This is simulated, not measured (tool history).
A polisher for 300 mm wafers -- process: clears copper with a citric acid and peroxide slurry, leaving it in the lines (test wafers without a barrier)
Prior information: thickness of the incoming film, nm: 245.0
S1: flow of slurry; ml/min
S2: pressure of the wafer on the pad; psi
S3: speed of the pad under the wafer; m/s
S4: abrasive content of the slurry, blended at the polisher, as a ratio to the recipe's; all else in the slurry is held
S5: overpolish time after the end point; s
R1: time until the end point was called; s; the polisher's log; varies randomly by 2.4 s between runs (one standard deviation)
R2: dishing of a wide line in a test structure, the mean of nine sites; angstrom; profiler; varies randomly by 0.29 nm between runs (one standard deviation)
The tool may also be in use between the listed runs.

| run | hour | S1 | S2 | S3 | S4 | S5 | R1 | R2 |
|---|---|---|---|---|---|---|---|---|
| 1 | 0.0 | 315 | 4.0 | 1.18 | 1.00 | 30 | 73.924 | 403.21 |
| 2 | 1.8 | 315 | 4.0 | 1.18 | 1.00 | 23 | 75.753 | 365.60 |
| 3 | 7.1 | 310 | 3.3 | 1.14 | 1.00 | 18 | 90.684 | 291.28 |
| 4 | 9.0 | 310 | 3.3 | 1.14 | 1.20 | 18 | 84.110 | 282.33 |
| 5 | 14.6 | 270 | 2.8 | 1.02 | 1.30 | 15 | 107.060 | 222.03 |
| 6 | 17.3 | 245 | 2.5 | 1.00 | 1.35 | 13 | 127.440 | 173.07 |

What does the tool deliver on the next run?
| 7 | 24.0 | 225 | 2.3 | 1.08 | 1.40 | 12 | ? | ? |

{"run 7": {"R1": 121.11, "R2": 166.07}}

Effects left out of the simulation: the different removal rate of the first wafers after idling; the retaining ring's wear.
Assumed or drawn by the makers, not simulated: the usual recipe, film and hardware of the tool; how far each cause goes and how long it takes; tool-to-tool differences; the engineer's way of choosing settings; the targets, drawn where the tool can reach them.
